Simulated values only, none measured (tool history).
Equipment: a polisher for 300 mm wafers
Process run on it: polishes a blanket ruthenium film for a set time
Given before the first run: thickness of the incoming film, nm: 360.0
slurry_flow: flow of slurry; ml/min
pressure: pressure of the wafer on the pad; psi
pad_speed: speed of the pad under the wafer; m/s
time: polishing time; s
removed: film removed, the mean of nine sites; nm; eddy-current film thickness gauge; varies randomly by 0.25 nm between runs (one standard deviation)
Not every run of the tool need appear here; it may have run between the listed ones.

Run 1, hour 0.0: slurry_flow 265 ml/min, pressure 1.9 psi, pad_speed 1.14 m/s, time 45 s. Result: removed 57.754 nm.
Run 2, hour 7.1: slurry_flow 265 ml/min, pressure 1.5 psi, pad_speed 1.14 m/s, time 45 s. Result: removed 45.769 nm.
Run 3, hour 8.0: slurry_flow 265 ml/min, pressure 1.4 psi, pad_speed 1.14 m/s, time 45 s. Result: removed 43.687 nm.
Run 4, hour 9.1: slurry_flow 265 ml/min, pressure 1.3 psi, pad_speed 1.14 m/s, time 45 s. Result: removed 40.450 nm.
Run 5, hour 18.0: slurry_flow 265 ml/min, pressure 1.2 psi, pad_speed 1.14 m/s, time 45 s. Result: removed 37.858 nm.
Run 6, hour 22.5: slurry_flow 265 ml/min, pressure 1.2 psi, pad_speed 1.36 m/s, time 45 s. Result: removed 44.286 nm.
Run 7, hour 31.1: slurry_flow 265 ml/min, pressure 1.2 psi, pad_speed 1.36 m/s, time 45 s. Result: removed 44.225 nm.
Run 8, hour 33.2: slurry_flow 265 ml/min, pressure 1.2 psi, pad_speed 1.32 m/s, time 45 s. Result: removed 43.268 nm.
Run 9, hour 40.1: slurry_flow 265 ml/min, pressure 1.2 psi, pad_speed 1.30 m/s, time 45 s. Result: removed 42.862 nm.
Run 10, hour 43.2: slurry_flow 250 ml/min, pressure 0.9 psi, pad_speed 1.12 m/s, time 45 s. Result: removed 28.163 nm.

Run 11 has not been measured yet. What should we expect?
Run 11, hour 48.4: slurry_flow 260 ml/min, pressure 0.9 psi, pad_speed 1.12 m/s, time 45 s. Result: removed ?.

removed: 28.652 nm
